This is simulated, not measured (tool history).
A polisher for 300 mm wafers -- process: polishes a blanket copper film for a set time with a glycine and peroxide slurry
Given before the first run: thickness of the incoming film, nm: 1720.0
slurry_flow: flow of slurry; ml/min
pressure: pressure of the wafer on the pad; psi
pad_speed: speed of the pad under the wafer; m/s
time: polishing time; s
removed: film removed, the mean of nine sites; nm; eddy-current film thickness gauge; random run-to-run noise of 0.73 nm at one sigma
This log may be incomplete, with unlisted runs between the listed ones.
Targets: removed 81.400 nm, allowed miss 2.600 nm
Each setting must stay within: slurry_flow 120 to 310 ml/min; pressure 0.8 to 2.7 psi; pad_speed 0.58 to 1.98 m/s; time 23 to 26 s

run,hour,slurry_flow,pressure,pad_speed,time,removed
1,0.0,200,1.7,1.28,26,108.590
2,4.1,195,1.5,1.28,26,100.590
3,10.9,195,1.3,1.28,26,88.225
4,12.1,195,1.3,1.28,26,88.913
5,17.1,195,1.3,1.28,26,86.885
6,24.0,195,0.9,1.28,26,68.217
7,24.6,195,1.0,1.28,26,72.029
8,29.5,195,1.1,1.28,26,78.670

Of the 5 settings listed for the next run, only one would bring every result within its allowed miss of target. Which one?
A,34.4,240,1.0,1.44,26,?
B,34.4,195,0.9,1.34,26,?
C,34.4,200,1.0,1.34,26,?
D,34.4,130,1.2,1.28,24,?
E,34.4,180,1.1,1.40,24,?

move,removed
A,81.919
B,70.459
C,76.103
D,72.344
E,76.578
A: all results land within tolerance of their targets
B: the biggest miss grows against the last run
C: the biggest miss grows against the last run
D: the biggest miss grows against the last run
E: the biggest miss grows against the last run
Go with A: it meets all targets.
